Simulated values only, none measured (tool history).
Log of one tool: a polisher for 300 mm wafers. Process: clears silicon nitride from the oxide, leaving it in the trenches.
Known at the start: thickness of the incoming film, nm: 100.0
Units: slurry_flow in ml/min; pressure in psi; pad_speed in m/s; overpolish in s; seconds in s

run,hour,slurry_flow,pressure,pad_speed,overpolish,seconds
1,0.0,265,2.9,1.10,4,107.530
2,4.1,265,3.1,1.12,4,99.674
3,10.3,265,3.1,1.12,4,102.300
4,17.5,265,3.3,1.14,4,92.175
5,23.0,265,3.3,1.34,4,83.660
6,31.4,265,3.3,1.16,4,95.437
7,36.3,265,3.5,1.20,4,89.436
8,42.9,265,3.7,1.24,4,85.198

The next listed run, before its measurement:
9,50.8,265,3.8,1.28,4,?

Run 9 gave seconds 78.318 s.

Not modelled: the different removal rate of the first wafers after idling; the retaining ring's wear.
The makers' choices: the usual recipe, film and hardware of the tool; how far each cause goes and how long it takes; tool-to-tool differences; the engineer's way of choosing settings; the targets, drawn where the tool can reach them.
